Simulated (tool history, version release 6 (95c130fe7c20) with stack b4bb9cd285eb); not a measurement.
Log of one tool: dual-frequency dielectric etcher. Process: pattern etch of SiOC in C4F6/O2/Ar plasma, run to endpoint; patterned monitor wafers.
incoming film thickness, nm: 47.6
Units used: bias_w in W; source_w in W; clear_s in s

run 1 day=0 | bias_w=598 source_w=270 | clear_s=18.506
run 2 day=0.1 | bias_w=533 source_w=270 | clear_s=19.327
run 3 day=0.425 | bias_w=583 source_w=270 | clear_s=18.796
run 4 day=0.692 | bias_w=561 source_w=270 | clear_s=18.976
run 5 day=0.721 | bias_w=542 source_w=270 | clear_s=19.083
run 6 day=0.838 | bias_w=542 source_w=320 | clear_s=18.071
run 7 day=0.992 | bias_w=510 source_w=320 | clear_s=18.455
run 8 day=1.017 | bias_w=484 source_w=320 | clear_s=18.631
run 9 day=1.167 | bias_w=364 source_w=300 | clear_s=20.72

Forecast run 10:
run 10 day=1.479 | bias_w=370 source_w=300 | clear_s=?

Run 10 produced clear_s 20.801 s.

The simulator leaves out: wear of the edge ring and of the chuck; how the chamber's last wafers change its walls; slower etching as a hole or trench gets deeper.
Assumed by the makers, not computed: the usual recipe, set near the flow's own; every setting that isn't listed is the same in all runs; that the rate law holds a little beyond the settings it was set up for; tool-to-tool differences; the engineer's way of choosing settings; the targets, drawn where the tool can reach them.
